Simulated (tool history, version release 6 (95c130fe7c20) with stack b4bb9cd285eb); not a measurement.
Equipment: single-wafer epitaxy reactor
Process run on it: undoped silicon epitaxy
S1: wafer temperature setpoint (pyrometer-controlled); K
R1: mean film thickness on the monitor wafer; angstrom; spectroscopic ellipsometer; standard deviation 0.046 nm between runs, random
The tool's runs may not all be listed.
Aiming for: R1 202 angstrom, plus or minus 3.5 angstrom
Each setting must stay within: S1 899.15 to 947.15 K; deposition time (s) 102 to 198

{"run": 1, "day": 0.0, "S1": 923.15, "deposition time (s)": 150, "R1": 313.24}
{"run": 2, "day": 0.088, "S1": 929.15, "deposition time (s)": 150, "R1": 363.03}
{"run": 3, "day": 0.442, "S1": 936.15, "deposition time (s)": 150, "R1": 427.34}
{"run": 4, "day": 0.721, "S1": 936.15, "deposition time (s)": 161, "R1": 459.4}
{"run": 5, "day": 0.767, "S1": 926.15, "deposition time (s)": 161, "R1": 360.3}
{"run": 6, "day": 0.867, "S1": 918.15, "deposition time (s)": 161, "R1": 295.8}
{"run": 7, "day": 1.112, "S1": 913.15, "deposition time (s)": 161, "R1": 262.17}
{"run": 8, "day": 1.404, "S1": 909.15, "deposition time (s)": 161, "R1": 236.89}
{"run": 9, "day": 1.633, "S1": 907.15, "deposition time (s)": 161, "R1": 225.66}
{"day": 1.775, "done": "pyrometer calibrated"}
{"run": 10, "day": 1.775, "S1": 905.15, "deposition time (s)": 161, "R1": 186.84}
{"run": 11, "day": 1.975, "S1": 907.15, "deposition time (s)": 161, "R1": 194.97}
{"run": 12, "day": 2.304, "S1": 909.15, "deposition time (s)": 161, "R1": 205.97}

Next run, 5 choices. One meets every target within its allowed miss, the rest don't. Which?
{"run": "A", "day": 2.633, "S1": 911.15, "deposition time (s)": 149, "R1": "?"}
{"run": "B", "day": 2.633, "S1": 908.15, "deposition time (s)": 168, "R1": "?"}
{"run": "C", "day": 2.633, "S1": 914.15, "deposition time (s)": 144, "R1": "?"}
{"run": "D", "day": 2.633, "S1": 909.15, "deposition time (s)": 163, "R1": "?"}
{"run": "E", "day": 2.633, "S1": 910.15, "deposition time (s)": 160, "R1": "?"}

move=A R1=201.31
move=B R1=210.14
move=C R1=210.02
move=D R1=209.21
move=E R1=210.7
A: meets every target
B: lands further from the targets than the last run did
C: lands further from the targets than the last run did
D: lands further from the targets than the last run did
E: lands further from the targets than the last run did
Correct choice: A, which meets every target
